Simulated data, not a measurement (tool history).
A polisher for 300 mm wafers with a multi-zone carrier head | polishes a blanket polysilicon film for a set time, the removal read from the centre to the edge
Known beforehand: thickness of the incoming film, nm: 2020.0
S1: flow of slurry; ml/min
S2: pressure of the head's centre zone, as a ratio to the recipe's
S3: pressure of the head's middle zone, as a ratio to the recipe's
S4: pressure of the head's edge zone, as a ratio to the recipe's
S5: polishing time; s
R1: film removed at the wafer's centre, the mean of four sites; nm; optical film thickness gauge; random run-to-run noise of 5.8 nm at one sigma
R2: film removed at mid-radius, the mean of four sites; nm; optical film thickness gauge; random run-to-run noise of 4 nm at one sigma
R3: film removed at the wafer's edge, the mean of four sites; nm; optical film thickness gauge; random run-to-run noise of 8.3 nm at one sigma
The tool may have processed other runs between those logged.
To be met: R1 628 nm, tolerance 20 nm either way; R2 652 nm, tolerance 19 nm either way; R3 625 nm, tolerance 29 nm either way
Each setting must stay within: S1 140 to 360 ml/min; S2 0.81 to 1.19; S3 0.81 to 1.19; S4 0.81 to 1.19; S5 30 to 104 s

{"run": 1, "hour": 0.0, "S1": 230, "S2": 1, "S3": 1, "S4": 1, "S5": 67, "R1": 384.32, "R2": 379.59, "R3": 384.92}
{"run": 2, "hour": 4.5, "S1": 230, "S2": 1, "S3": 1, "S4": 1, "S5": 53, "R1": 306, "R2": 302.47, "R3": 317.2}
{"run": 3, "hour": 9.8, "S1": 245, "S2": 1.01, "S3": 1.03, "S4": 1.05, "S5": 66, "R1": 383.24, "R2": 388.36, "R3": 395.52}
{"run": 4, "hour": 15.0, "S1": 260, "S2": 1.03, "S3": 1.06, "S4": 1.09, "S5": 74, "R1": 447.69, "R2": 447.63, "R3": 456.74}
{"hour": 16.2, "done": "worn pad replaced by a new one"}
{"run": 5, "hour": 16.2, "S1": 270, "S2": 1.04, "S3": 1.1, "S4": 1.11, "S5": 80, "R1": 509.77, "R2": 523.58, "R3": 519.12}
{"run": 6, "hour": 23.1, "S1": 270, "S2": 1.08, "S3": 1.1, "S4": 1.11, "S5": 80, "R1": 529.33, "R2": 526.44, "R3": 523.02}
{"run": 7, "hour": 30.3, "S1": 280, "S2": 1.09, "S3": 1.13, "S4": 1.13, "S5": 82, "R1": 550.99, "R2": 548.11, "R3": 536.09}
{"run": 8, "hour": 32.7, "S1": 285, "S2": 1.09, "S3": 1.15, "S4": 1.14, "S5": 85, "R1": 566.25, "R2": 582.4, "R3": 567.5}
{"run": 9, "hour": 35.8, "S1": 285, "S2": 1.09, "S3": 1.15, "S4": 1.14, "S5": 85, "R1": 581.93, "R2": 582.3, "R3": 569.31}

Of the 4 settings listed for the next run, only one would bring every result within its allowed miss of target. Which one?
{"run": "A", "hour": 38.9, "S1": 305, "S2": 1.16, "S3": 1.1, "S4": 1.14, "S5": 93, "R1": "?", "R2": "?", "R3": "?"}
{"run": "B", "hour": 38.9, "S1": 290, "S2": 1.14, "S3": 1.15, "S4": 1.16, "S5": 89, "R1": "?", "R2": "?", "R3": "?"}
{"run": "C", "hour": 38.9, "S1": 275, "S2": 1.09, "S3": 1.19, "S4": 1.16, "S5": 94, "R1": "?", "R2": "?", "R3": "?"}
{"run": "D", "hour": 38.9, "S1": 325, "S2": 1.14, "S3": 1.17, "S4": 1.15, "S5": 93, "R1": "?", "R2": "?", "R3": "?"}

move=A R1=660.55 R2=612.63 R3=622.94
move=B R1=618.52 R2=605.01 R3=599.24
move=C R1=621.47 R2=654.07 R3=630.42
move=D R1=653.03 R2=647.02 R3=627.65
A: moves toward the targets from the last run without getting all of them in spec
B: moves toward the targets from the last run without getting all of them in spec
C: all results in spec
D: puts the biggest miss on target and leaves a different result outside tolerance
C meets every target.
